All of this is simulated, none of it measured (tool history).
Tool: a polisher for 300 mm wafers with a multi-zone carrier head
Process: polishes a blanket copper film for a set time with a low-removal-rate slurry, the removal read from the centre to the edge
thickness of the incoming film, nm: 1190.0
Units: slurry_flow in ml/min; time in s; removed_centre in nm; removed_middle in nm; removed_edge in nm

{"run": 1, "hour": 0.0, "slurry_flow": 130, "centre_zone": 1.0, "middle_zone": 1.0, "edge_zone": 1.0, "slurry_solids": 1.0, "time": 42, "removed_centre": 175.61, "removed_middle": 172.4, "removed_edge": 171.23}
{"run": 2, "hour": 6.8, "slurry_flow": 125, "centre_zone": 1.0, "middle_zone": 1.0, "edge_zone": 0.96, "slurry_solids": 0.9, "time": 42, "removed_centre": 169.38, "removed_middle": 168.51, "removed_edge": 164.86}
{"run": 3, "hour": 10.7, "slurry_flow": 145, "centre_zone": 1.0, "middle_zone": 1.0, "edge_zone": 0.96, "slurry_solids": 0.9, "time": 42, "removed_centre": 172.88, "removed_middle": 171.03, "removed_edge": 168.5}
{"run": 4, "hour": 14.0, "slurry_flow": 135, "centre_zone": 1.01, "middle_zone": 1.01, "edge_zone": 0.92, "slurry_solids": 0.8, "time": 41, "removed_centre": 163.26, "removed_middle": 160.29, "removed_edge": 154.43}
{"run": 5, "hour": 16.3, "slurry_flow": 125, "centre_zone": 1.01, "middle_zone": 1.01, "edge_zone": 0.89, "slurry_solids": 0.8, "time": 41, "removed_centre": 161.54, "removed_middle": 155.83, "removed_edge": 147.44}
{"run": 6, "hour": 19.9, "slurry_flow": 125, "centre_zone": 1.01, "middle_zone": 1.01, "edge_zone": 0.89, "slurry_solids": 0.7, "time": 41, "removed_centre": 153.66, "removed_middle": 150.5, "removed_edge": 144.58}

Run 7 comes next. What will it give?
{"run": 7, "hour": 22.8, "slurry_flow": 120, "centre_zone": 1.01, "middle_zone": 1.02, "edge_zone": 0.88, "slurry_solids": 0.7, "time": 41, "removed_centre": "?", "removed_middle": "?", "removed_edge": "?"}

removed_centre: 153.62 nm
removed_middle: 153.83 nm
removed_edge: 143.67 nm
